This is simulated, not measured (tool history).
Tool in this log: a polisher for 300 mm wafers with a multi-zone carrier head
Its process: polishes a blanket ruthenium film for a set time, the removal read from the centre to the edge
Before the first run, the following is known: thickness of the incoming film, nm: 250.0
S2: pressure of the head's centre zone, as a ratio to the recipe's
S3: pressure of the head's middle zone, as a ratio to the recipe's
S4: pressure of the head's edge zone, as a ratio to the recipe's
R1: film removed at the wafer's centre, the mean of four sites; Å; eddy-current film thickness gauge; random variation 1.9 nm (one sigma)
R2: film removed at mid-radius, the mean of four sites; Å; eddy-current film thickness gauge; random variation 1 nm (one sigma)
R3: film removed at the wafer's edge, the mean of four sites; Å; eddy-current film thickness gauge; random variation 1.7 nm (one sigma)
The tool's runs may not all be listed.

run 1 day=0 | flow_of_slurry_(ml/min)=160 S2=1 S3=1 S4=1 polishing_time_(s)=52 | R1=1006.1 R2=1014.1 R3=1004.1
run 2 day=0.088 | flow_of_slurry_(ml/min)=170 S2=1.03 S3=1.02 S4=1.02 polishing_time_(s)=53 | R1=1063.7 R2=1072.2 R3=1085.9
run 3 day=0.192 | flow_of_slurry_(ml/min)=180 S2=1.06 S3=1.03 S4=0.99 polishing_time_(s)=54 | R1=1156.4 R2=1107.4 R3=1056.6
run 4 day=0.225 | flow_of_slurry_(ml/min)=180 S2=1.06 S3=1.03 S4=0.99 polishing_time_(s)=60 | R1=1248.6 R2=1221.7 R3=1228.5
run 5 day=0.362 | flow_of_slurry_(ml/min)=215 S2=1.06 S3=1.03 S4=0.99 polishing_time_(s)=60 | R1=1318.3 R2=1269.2 R3=1218.7
run 6 day=0.546 | flow_of_slurry_(ml/min)=220 S2=1.07 S3=1.03 S4=0.99 polishing_time_(s)=60 | R1=1337.3 R2=1261.6 R3=1229
run 7 day=0.883 | flow_of_slurry_(ml/min)=225 S2=1.08 S3=1.04 S4=0.98 polishing_time_(s)=60 | R1=1304.9 R2=1267.1 R3=1241.6
run 8 day=1.154 | flow_of_slurry_(ml/min)=180 S2=1.18 S3=1.09 S4=0.88 polishing_time_(s)=64 | R1=1530.9 R2=1352.2 R3=1236.1
run 9 day=1.304 | flow_of_slurry_(ml/min)=175 S2=1.17 S3=1.09 S4=0.88 polishing_time_(s)=64 | R1=1515 R2=1364.6 R3=1207.7

Expected results for the next run?
run 10 day=1.433 | flow_of_slurry_(ml/min)=170 S2=1.16 S3=1.08 S4=0.88 polishing_time_(s)=64 | R1=? R2=? R3=?

Logged for run 10: R1 1485.2 Å, R2 1364.1 Å, R3 1213.9 Å.
